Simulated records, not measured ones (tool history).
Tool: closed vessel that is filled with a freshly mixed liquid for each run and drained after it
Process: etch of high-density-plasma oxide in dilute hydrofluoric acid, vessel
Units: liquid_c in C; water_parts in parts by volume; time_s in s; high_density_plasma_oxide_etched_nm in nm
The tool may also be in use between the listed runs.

| run | day | liquid_c | water_parts | time_s | high_density_plasma_oxide_etched_nm |
|---|---|---|---|---|---|
| 1 | 0.000 | 25.0 | 245 | 940 | 36.249 |
| 2 | 0.200 | 22.0 | 245 | 940 | 32.502 |
| 3 | 0.383 | 22.0 | 175 | 940 | 48.284 |
| 4 | 0.712 | 20.5 | 205 | 940 | 37.964 |
|  | 0.867 | thermometer replaced |
| 5 | 0.867 | 20.5 | 205 | 940 | 36.379 |
| 6 | 1.196 | 19.5 | 215 | 940 | 33.266 |
| 7 | 1.538 | 18.5 | 225 | 940 | 30.247 |
| 8 | 1.588 | 18.0 | 230 | 940 | 28.394 |
| 9 | 1.712 | 17.5 | 235 | 940 | 27.462 |
| 10 | 2.067 | 17.5 | 240 | 940 | 27.062 |

Run 11 comes next. What will it give?
| 11 | 2.317 | 17.5 | 245 | 940 | ? |

Run 11 gave high_density_plasma_oxide_etched_nm 25.950 nm.
